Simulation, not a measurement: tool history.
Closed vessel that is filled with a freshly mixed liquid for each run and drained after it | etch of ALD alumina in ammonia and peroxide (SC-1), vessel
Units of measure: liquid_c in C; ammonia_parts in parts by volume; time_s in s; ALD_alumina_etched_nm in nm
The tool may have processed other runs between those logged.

{"run": 1, "hour": 0.0, "liquid_c": 48, "ammonia_parts": 0.7, "time_s": 275, "ALD_alumina_etched_nm": 11.624}
{"run": 2, "hour": 7.5, "liquid_c": 50, "ammonia_parts": 0.7, "time_s": 275, "ALD_alumina_etched_nm": 12.956}
{"run": 3, "hour": 15.1, "liquid_c": 51.5, "ammonia_parts": 0.7, "time_s": 275, "ALD_alumina_etched_nm": 14.089}
{"run": 4, "hour": 19.3, "liquid_c": 51.5, "ammonia_parts": 0.45, "time_s": 275, "ALD_alumina_etched_nm": 13.474}
{"run": 5, "hour": 19.9, "liquid_c": 46.5, "ammonia_parts": 0.45, "time_s": 275, "ALD_alumina_etched_nm": 10.199}
{"run": 6, "hour": 28.0, "liquid_c": 49, "ammonia_parts": 0.45, "time_s": 275, "ALD_alumina_etched_nm": 11.737}

The next listed run, before its measurement:
{"run": 7, "hour": 33.7, "liquid_c": 49, "ammonia_parts": 0.45, "time_s": 275, "ALD_alumina_etched_nm": "?"}

ALD_alumina_etched_nm: 11.757 nm

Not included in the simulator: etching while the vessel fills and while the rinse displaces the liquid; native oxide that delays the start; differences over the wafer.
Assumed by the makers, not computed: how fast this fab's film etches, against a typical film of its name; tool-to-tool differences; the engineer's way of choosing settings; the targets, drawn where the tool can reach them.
